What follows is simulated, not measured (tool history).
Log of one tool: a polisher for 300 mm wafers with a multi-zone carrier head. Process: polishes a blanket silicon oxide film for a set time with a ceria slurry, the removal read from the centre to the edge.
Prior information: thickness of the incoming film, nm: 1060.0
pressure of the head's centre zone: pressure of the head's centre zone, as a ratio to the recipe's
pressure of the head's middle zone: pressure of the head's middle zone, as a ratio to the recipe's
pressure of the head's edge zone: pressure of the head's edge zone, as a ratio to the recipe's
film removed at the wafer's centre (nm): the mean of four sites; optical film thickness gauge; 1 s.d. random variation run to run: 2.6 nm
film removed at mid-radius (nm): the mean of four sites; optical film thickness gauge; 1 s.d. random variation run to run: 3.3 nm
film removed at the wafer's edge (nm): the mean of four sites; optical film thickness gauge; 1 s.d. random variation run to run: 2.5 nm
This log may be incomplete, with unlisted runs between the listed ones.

run  hour  flow of slurry (ml/min)  pressure of the head's centre zone  pressure of the head's middle zone  pressure of the head's edge zone  polishing time (s)  film removed at the wafer's centre (nm)  film removed at mid-radius (nm)  film removed at the wafer's edge (nm)
  1   0.0                      180                                1.00                                1.00                              1.00                  38                                   232.55                           220.38                                 227.16
  2   1.6                      180                                1.07                                1.00                              1.00                  38                                   249.61                           224.28                                 226.64
  3   6.6                      215                                1.07                                1.00                              1.00                  38                                   259.00                           232.95                                 229.74
  4   9.3                      180                                1.07                                1.00                              1.00                  38                                   254.47                           226.64                                 227.00
  5  14.3                      180                                1.03                                1.00                              1.05                  40                                   255.01                           236.17                                 241.39
  6  19.3                      180                                1.08                                1.00                              1.05                  40                                   262.43                           233.40                                 246.23

What does the tool deliver on the next run?
  7  22.6                      130                                0.98                                0.90                              1.15                  50                                        ?                                ?                                      ?

film removed at the wafer's centre (nm): 274.99
film removed at mid-radius (nm): 257.83
film removed at the wafer's edge (nm): 305.98
